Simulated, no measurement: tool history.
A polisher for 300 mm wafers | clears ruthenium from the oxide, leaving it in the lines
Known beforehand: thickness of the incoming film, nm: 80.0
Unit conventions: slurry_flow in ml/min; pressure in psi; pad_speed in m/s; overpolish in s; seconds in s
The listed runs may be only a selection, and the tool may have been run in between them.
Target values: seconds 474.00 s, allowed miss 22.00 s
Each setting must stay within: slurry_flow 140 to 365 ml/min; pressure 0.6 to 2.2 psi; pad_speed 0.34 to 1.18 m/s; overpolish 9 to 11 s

run    day  slurry_flow  pressure  pad_speed  overpolish  seconds
  1  0.000          235       1.4       0.76          11   162.23
  2  0.142          200       1.4       0.76          11   161.80
  3  0.375          200       1.1       0.64          11   238.23
  4  0.488          200       0.9       0.64          11   283.99
  5  0.683          180       0.9       0.64          11   291.68
  6  0.821          175       0.8       0.58          11   363.08
  7  0.917          170       0.7       0.56          11   416.08
  8  0.988          165       0.7       0.56          11   425.69
  9  1.162          160       0.7       0.56          11   417.61
 10  1.475          155       0.7       0.56          11   441.60

5 candidate next runs follow, results not yet known. Just one meets every target within its allowed miss. Identify it.
  A  1.788          150       0.7       0.56          11        ?
  B  1.788          150       0.6       0.66          11        ?
  C  1.788          140       0.6       0.60          11        ?
  D  1.788          185       0.8       0.48           9        ?
  E  1.788          160       0.6       0.52          11        ?

move  seconds
   A   426.64
   B   416.34
   C   463.45
   D   422.47
   E   516.73
A: its largest miss is bigger than the last run's
B: its largest miss is bigger than the last run's
C: all results land within tolerance of their targets
D: its largest miss is bigger than the last run's
E: the result that was furthest off in the last run now lies on the other side of its target
C is the move that brings every result within its allowed miss.
